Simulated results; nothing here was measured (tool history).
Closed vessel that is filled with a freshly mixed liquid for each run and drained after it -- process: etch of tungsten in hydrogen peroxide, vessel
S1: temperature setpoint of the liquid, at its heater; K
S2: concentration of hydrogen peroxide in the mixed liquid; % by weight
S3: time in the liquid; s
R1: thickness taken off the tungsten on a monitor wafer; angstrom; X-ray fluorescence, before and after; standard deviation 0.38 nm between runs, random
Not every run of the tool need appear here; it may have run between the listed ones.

run    day      S1    S2   S3      R1
  1      0  316.15  15.5  100  1551.3
  2  0.304  313.15  15.5  100  1262.3
  3  0.546  318.15  15.5  100  1759.4
  4  0.867  314.65  15.5  100  1406.7
  5  0.908  314.65  15.5  110  1553.7
  6  1.112  314.65  15.5  100  1403.3
  7  1.171  312.15  15.5  100  1191.8
  8  1.425  310.65  15.5  100  1088.1
  9  1.492  309.65  15.5  100  1012.4
 10    1.8  309.65  15.5  100    1016

What will run 11 give?
 11  2.083  306.65  15.5  100   ?

For run 11 the tool returned R1 824.79 angstrom.
